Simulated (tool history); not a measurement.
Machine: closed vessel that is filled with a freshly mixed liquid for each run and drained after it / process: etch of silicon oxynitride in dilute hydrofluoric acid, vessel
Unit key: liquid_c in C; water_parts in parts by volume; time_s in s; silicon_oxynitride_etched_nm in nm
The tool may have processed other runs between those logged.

| run | hour | liquid_c | water_parts | time_s | silicon_oxynitride_etched_nm |
|---|---|---|---|---|---|
| 1 | 0 | 22 | 255 | 750 | 12.812 |
| 2 | 2.1 | 22 | 310 | 750 | 10.059 |
| 3 | 7 | 20.5 | 325 | 750 | 8.8744 |
| 4 | 11.3 | 19.5 | 340 | 750 | 7.9744 |
| 5 | 14.3 | 19.5 | 340 | 555 | 5.9842 |
|  | 18.9 | thermometer replaced |
| 6 | 18.9 | 19.5 | 425 | 555 | 4.3076 |
| 7 | 28.4 | 21.5 | 425 | 555 | 4.6403 |
| 8 | 35.1 | 23.5 | 425 | 555 | 5.0572 |

Estimate the outcome of run 9 from the log above:
| 9 | 37.4 | 23.5 | 425 | 555 | ? |

Run 9 yielded silicon_oxynitride_etched_nm 5.1105 nm.

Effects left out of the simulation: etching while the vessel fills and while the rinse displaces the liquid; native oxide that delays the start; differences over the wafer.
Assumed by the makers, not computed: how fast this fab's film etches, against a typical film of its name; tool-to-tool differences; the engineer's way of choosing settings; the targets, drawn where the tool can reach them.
